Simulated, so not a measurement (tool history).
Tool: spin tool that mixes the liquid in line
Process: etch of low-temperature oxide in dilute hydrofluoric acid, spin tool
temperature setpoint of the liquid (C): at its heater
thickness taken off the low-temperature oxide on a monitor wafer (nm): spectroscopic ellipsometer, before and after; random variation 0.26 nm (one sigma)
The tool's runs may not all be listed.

run,hour,temperature setpoint of the liquid (C),parts of water to one part of 49 % hydrofluoric acid (parts by volume),time under the liquid (s),thickness taken off the low-temperature oxide on a monitor wafer (nm)
1,0.0,20.0,165,290,22.970
2,4.4,22.5,145,290,29.370
3,10.1,22.5,170,290,24.622
4,14.7,22.5,140,290,30.877
5,15.7,19.5,140,290,27.346
6,21.7,19.5,165,290,22.589

Forecast run 7:
7,28.9,22.0,145,290,?

{"run 7": {"thickness taken off the low-temperature oxide on a monitor wafer (nm)": 28.991}}
